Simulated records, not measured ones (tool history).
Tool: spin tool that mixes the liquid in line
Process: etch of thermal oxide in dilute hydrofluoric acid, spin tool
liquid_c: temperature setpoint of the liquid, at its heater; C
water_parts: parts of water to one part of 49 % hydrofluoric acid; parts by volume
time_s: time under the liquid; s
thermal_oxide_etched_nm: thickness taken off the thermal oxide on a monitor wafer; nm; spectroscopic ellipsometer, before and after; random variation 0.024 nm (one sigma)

{"run": 1, "hour": 0.0, "liquid_c": 21.0, "water_parts": 255, "time_s": 290, "thermal_oxide_etched_nm": 3.7454}
{"run": 2, "hour": 8.5, "liquid_c": 21.0, "water_parts": 255, "time_s": 310, "thermal_oxide_etched_nm": 3.9329}
{"run": 3, "hour": 14.2, "liquid_c": 19.0, "water_parts": 255, "time_s": 310, "thermal_oxide_etched_nm": 3.668}
{"run": 4, "hour": 20.6, "liquid_c": 17.0, "water_parts": 255, "time_s": 310, "thermal_oxide_etched_nm": 3.4339}
{"run": 5, "hour": 27.3, "liquid_c": 17.0, "water_parts": 270, "time_s": 310, "thermal_oxide_etched_nm": 3.2187}
{"run": 6, "hour": 29.7, "liquid_c": 20.5, "water_parts": 270, "time_s": 310, "thermal_oxide_etched_nm": 3.6099}
{"run": 7, "hour": 37.5, "liquid_c": 20.0, "water_parts": 285, "time_s": 310, "thermal_oxide_etched_nm": 3.3236}
{"run": 8, "hour": 46.5, "liquid_c": 19.5, "water_parts": 295, "time_s": 310, "thermal_oxide_etched_nm": 3.122}
{"run": 9, "hour": 50.6, "liquid_c": 19.0, "water_parts": 305, "time_s": 310, "thermal_oxide_etched_nm": 2.9351}
{"run": 10, "hour": 54.9, "liquid_c": 19.0, "water_parts": 305, "time_s": 310, "thermal_oxide_etched_nm": 2.972}
{"run": 11, "hour": 58.0, "liquid_c": 19.0, "water_parts": 305, "time_s": 310, "thermal_oxide_etched_nm": 2.8781}

Forecast run 12:
{"run": 12, "hour": 66.3, "liquid_c": 19.0, "water_parts": 315, "time_s": 310, "thermal_oxide_etched_nm": "?"}

Run 12 gave thermal_oxide_etched_nm 2.8508 nm.
